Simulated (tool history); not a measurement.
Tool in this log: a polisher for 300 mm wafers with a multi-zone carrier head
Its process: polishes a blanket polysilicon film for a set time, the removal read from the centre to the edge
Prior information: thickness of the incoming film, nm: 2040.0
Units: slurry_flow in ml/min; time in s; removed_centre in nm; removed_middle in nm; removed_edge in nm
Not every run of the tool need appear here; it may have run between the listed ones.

{"run": 1, "hour": 0.0, "slurry_flow": 295, "centre_zone": 1, "middle_zone": 1, "edge_zone": 1, "time": 33, "removed_centre": 211.18, "removed_middle": 218.62, "removed_edge": 219.62}
{"run": 2, "hour": 8.4, "slurry_flow": 295, "centre_zone": 1, "middle_zone": 1, "edge_zone": 1, "time": 39, "removed_centre": 250.95, "removed_middle": 261.95, "removed_edge": 263.77}
{"run": 3, "hour": 13.8, "slurry_flow": 295, "centre_zone": 0.97, "middle_zone": 1.02, "edge_zone": 0.96, "time": 35, "removed_centre": 221.84, "removed_middle": 238.58, "removed_edge": 230.05}
{"run": 4, "hour": 22.4, "slurry_flow": 295, "centre_zone": 0.97, "middle_zone": 1.02, "edge_zone": 0.9, "time": 35, "removed_centre": 218.42, "removed_middle": 236.48, "removed_edge": 224.23}
{"run": 5, "hour": 24.5, "slurry_flow": 295, "centre_zone": 0.94, "middle_zone": 1.03, "edge_zone": 0.88, "time": 32, "removed_centre": 194.3, "removed_middle": 218.77, "removed_edge": 198.99}
{"run": 6, "hour": 30.0, "slurry_flow": 340, "centre_zone": 0.94, "middle_zone": 1.03, "edge_zone": 0.88, "time": 32, "removed_centre": 195.19, "removed_middle": 220.54, "removed_edge": 203.21}
{"run": 7, "hour": 30.8, "slurry_flow": 330, "centre_zone": 0.92, "middle_zone": 1.03, "edge_zone": 0.86, "time": 31, "removed_centre": 184.6, "removed_middle": 210.41, "removed_edge": 198.25}

Forecast run 8:
{"run": 8, "hour": 39.3, "slurry_flow": 315, "centre_zone": 0.91, "middle_zone": 1.04, "edge_zone": 0.84, "time": 30, "removed_centre": "?", "removed_middle": "?", "removed_edge": "?"}

removed_centre: 175.66 nm
removed_middle: 209.31 nm
removed_edge: 181.91 nm

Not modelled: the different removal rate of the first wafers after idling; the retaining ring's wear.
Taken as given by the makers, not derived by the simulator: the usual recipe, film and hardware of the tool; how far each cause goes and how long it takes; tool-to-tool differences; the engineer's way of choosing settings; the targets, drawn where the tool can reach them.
